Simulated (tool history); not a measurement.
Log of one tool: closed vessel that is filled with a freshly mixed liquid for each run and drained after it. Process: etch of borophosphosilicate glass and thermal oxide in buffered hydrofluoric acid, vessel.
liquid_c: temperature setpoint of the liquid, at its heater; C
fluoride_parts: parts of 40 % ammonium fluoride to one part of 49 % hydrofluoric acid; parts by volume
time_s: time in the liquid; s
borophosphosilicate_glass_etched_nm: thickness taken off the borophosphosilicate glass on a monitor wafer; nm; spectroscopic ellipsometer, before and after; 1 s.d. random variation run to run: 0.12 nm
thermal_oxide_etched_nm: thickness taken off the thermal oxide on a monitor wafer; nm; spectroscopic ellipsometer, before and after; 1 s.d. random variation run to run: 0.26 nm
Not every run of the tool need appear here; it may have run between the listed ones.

run,hour,liquid_c,fluoride_parts,time_s,borophosphosilicate_glass_etched_nm,thermal_oxide_etched_nm
1,0,24,11,60,76.707,60.921
2,1.9,24,13,60,65.848,51.404
3,3.2,24,10,60,85.034,65.421
4,9.5,22.5,10,60,78.347,60.463
5,11.6,24,10,60,84.707,66.445
6,18.6,23,11,60,73.265,57.652
7,22.4,22,11.5,60,66.126,51.305
8,25,21.5,12,60,62.02,47.353

Run 9 is up next; what results do you expect?
9,26.8,21,12.5,60,?,?

For run 9 the tool returned borophosphosilicate_glass_etched_nm 57.693 nm, thermal_oxide_etched_nm 44.52 nm.
